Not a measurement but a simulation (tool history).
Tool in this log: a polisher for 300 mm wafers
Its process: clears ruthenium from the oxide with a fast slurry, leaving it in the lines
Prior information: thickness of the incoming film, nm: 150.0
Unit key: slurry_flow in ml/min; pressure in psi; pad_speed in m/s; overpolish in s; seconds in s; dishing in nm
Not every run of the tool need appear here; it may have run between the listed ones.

run 1 day=0.000 | slurry_flow=205 pressure=2.4 pad_speed=0.98 slurry_solids=1.0 overpolish=21 | seconds=36.817 dishing=55.608
run 2 day=0.058 | slurry_flow=205 pressure=2.4 pad_speed=1.12 slurry_solids=1.0 overpolish=21 | seconds=32.636 dishing=59.439
run 3 day=0.179 | slurry_flow=205 pressure=2.4 pad_speed=1.02 slurry_solids=1.0 overpolish=21 | seconds=35.547 dishing=57.067
run 4 day=0.338 | slurry_flow=205 pressure=2.6 pad_speed=1.02 slurry_solids=1.0 overpolish=22 | seconds=32.017 dishing=60.865
run 5 day=0.533 | slurry_flow=205 pressure=2.6 pad_speed=1.02 slurry_solids=1.0 overpolish=29 | seconds=32.928 dishing=74.697
run 6 day=0.625 | slurry_flow=205 pressure=2.6 pad_speed=1.02 slurry_solids=1.1 overpolish=29 | seconds=32.366 dishing=78.008

The next listed run, before its measurement:
run 7 day=0.646 | slurry_flow=205 pressure=2.7 pad_speed=1.02 slurry_solids=1.1 overpolish=29 | seconds=? dishing=?

Logged for run 7: seconds 29.519 s, dishing 73.547 nm.
